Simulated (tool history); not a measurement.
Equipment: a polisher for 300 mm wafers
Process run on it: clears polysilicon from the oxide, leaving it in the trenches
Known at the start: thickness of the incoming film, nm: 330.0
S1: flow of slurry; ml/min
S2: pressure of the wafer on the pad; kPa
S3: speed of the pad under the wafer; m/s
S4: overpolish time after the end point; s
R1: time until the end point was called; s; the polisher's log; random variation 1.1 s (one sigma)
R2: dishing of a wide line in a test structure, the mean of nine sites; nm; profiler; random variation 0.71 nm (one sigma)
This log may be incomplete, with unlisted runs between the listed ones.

Run 1, hour 0.0: S1 315 ml/min, S2 13.1 kPa, S3 0.80 m/s, S4 27 s. Result: R1 44.748 s, R2 48.113 nm.
Run 2, hour 0.9: S1 315 ml/min, S2 13.1 kPa, S3 0.64 m/s, S4 27 s. Result: R1 55.527 s, R2 46.957 nm.
Run 3, hour 5.1: S1 315 ml/min, S2 13.1 kPa, S3 0.64 m/s, S4 33 s. Result: R1 56.339 s, R2 49.343 nm.
Run 4, hour 12.8: S1 315 ml/min, S2 12.4 kPa, S3 0.64 m/s, S4 30 s. Result: R1 59.717 s, R2 46.634 nm.
Run 5, hour 21.4: S1 315 ml/min, S2 11.7 kPa, S3 0.64 m/s, S4 29 s. Result: R1 61.641 s, R2 45.485 nm.
Run 6, hour 23.1: S1 315 ml/min, S2 11.7 kPa, S3 0.54 m/s, S4 29 s. Result: R1 73.492 s, R2 44.433 nm.
Run 7, hour 23.9: S1 315 ml/min, S2 11.7 kPa, S3 0.54 m/s, S4 28 s. Result: R1 72.050 s, R2 46.105 nm.

Estimate the outcome of run 8 from the log above:
Run 8, hour 29.2: S1 315 ml/min, S2 9.0 kPa, S3 0.52 m/s, S4 15 s. Result: R1 ?, R2 ?.

{"run 8": {"R1": 98.238, "R2": 31.099}}
